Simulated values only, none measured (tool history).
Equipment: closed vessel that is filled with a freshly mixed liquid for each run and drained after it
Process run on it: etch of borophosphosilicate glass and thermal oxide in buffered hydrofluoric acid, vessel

| run | hour | temperature setpoint of the liquid (C) | parts of 40 % ammonium fluoride to one part of 49 % hydrofluoric acid (parts by volume) | time in the liquid (s) | thickness taken off the borophosphosilicate glass on a monitor wafer (nm) | thickness taken off the thermal oxide on a monitor wafer (nm) |
|---|---|---|---|---|---|---|
| 1 | 0 | 23 | 10 | 60 | 209.76 | 62.414 |
| 2 | 6.4 | 20.5 | 10 | 60 | 183.92 | 54.36 |
| 3 | 10.5 | 20.5 | 9 | 60 | 197.41 | 58.987 |
| 4 | 11.7 | 21.5 | 9 | 60 | 207.19 | 61.675 |
| 5 | 16.4 | 22.5 | 9 | 60 | 215.47 | 65.68 |
| 6 | 20.2 | 22.5 | 9 | 45 | 162.94 | 48.709 |

Run 7, settings as shown, results not yet in. Your forecast:
| 7 | 24.5 | 24.5 | 9 | 45 | ? | ? |

{"run 7": {"thickness taken off the borophosphosilicate glass on a monitor wafer (nm)": 184.42, "thickness taken off the thermal oxide on a monitor wafer (nm)": 54.568}}

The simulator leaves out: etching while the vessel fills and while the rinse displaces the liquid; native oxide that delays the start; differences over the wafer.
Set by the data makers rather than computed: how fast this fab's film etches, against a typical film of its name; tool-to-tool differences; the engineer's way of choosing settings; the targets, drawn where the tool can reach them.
